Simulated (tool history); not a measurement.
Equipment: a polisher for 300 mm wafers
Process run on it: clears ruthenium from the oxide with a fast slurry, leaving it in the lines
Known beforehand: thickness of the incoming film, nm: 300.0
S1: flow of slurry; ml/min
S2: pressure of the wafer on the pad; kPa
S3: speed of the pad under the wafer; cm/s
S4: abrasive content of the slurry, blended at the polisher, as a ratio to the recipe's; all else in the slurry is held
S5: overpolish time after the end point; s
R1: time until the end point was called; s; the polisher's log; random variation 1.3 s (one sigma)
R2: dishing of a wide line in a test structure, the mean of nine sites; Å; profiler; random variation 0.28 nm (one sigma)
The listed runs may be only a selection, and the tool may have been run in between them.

run,hour,S1,S2,S3,S4,S5,R1,R2
1,0.0,155,16.5,76,1.00,15,93.496,327.210
2,8.5,155,15.9,76,1.00,13,98.196,288.840
3,16.7,155,18.6,76,1.00,13,85.235,320.490
4,20.8,155,18.6,76,0.90,13,91.036,302.460
5,24.6,155,18.6,76,0.95,13,85.698,301.140
6,28.2,155,18.6,66,0.95,13,100.790,280.170
7,30.3,165,18.6,66,0.85,11,105.180,239.310
8,34.5,180,18.6,66,0.80,10,107.460,208.520
9,38.3,225,17.2,66,0.70,4,122.740,82.229
10,41.8,215,17.2,66,0.70,4,119.780,83.394
11,49.1,205,17.2,66,0.70,4,123.570,82.116
12,56.4,205,18.6,66,0.70,11,115.240,221.330
13,60.9,205,17.9,68,0.70,10,114.390,200.330
14,69.1,205,17.2,68,0.75,10,115.200,198.930
15,71.1,205,17.2,68,0.75,9,114.330,181.780
16,74.1,200,17.2,68,0.75,9,112.290,188.170
17,79.1,200,17.2,66,0.80,9,115.490,188.940
18,86.2,190,17.2,66,0.80,9,112.970,185.310
19,88.0,190,17.2,66,0.75,9,118.110,179.960

Run 20 is up next; what results do you expect?
20,96.6,170,16.5,66,0.85,4,?,?

R1: 115.170 s
R2: 89.779 Å

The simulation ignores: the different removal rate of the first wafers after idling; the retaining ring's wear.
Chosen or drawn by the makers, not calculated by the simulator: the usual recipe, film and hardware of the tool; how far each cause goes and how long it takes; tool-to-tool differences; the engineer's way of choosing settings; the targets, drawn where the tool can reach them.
